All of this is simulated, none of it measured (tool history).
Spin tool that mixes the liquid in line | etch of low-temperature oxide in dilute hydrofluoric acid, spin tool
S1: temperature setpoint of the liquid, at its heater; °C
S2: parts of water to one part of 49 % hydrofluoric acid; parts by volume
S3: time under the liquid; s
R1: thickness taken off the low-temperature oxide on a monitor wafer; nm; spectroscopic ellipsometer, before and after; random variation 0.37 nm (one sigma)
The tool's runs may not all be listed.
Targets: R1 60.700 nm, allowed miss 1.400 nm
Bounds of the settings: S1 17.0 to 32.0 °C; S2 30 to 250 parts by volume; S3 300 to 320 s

run    day    S1   S2   S3      R1
  1  0.000  24.0  140  300  30.703
  2  0.300  25.5  130  300  36.200
  3  0.412  26.5  125  300  38.544
  4  0.442  26.5  175  300  26.319
  5  0.750  26.5  175  320  28.077
  6  0.954  27.5  160  320  32.124
  7  1.142  28.5  145  320  37.845
  8  1.279  29.0  135  320  41.903
     1.425  -- hydrofluoric acid flow meter replaced
  9  1.425  29.5  130  320  40.690
 10  1.462  29.5  120  320  45.095
 11  1.788  30.0  115  320  48.202
 12  2.029  30.5  110  320  51.157
 13  2.325  30.5  105  320  54.605

Which of these 5 next moves meets every target?
  A  2.621  26.5   80  310   ?
  B  2.621  32.0  100  300   ?
  C  2.621  32.0  105  320   ?
  D  2.621  30.0   90  320   ?
  E  2.621  32.0   95  320   ?

move      R1
   A  60.952
   B  56.562
   C  57.038
   D  63.130
   E  63.982
A: meets every target
B: nearer than the last run, and not there yet
C: nearer than the last run, and not there yet
D: takes the result that was furthest off past its target
E: takes the result that was furthest off past its target
Answer: A
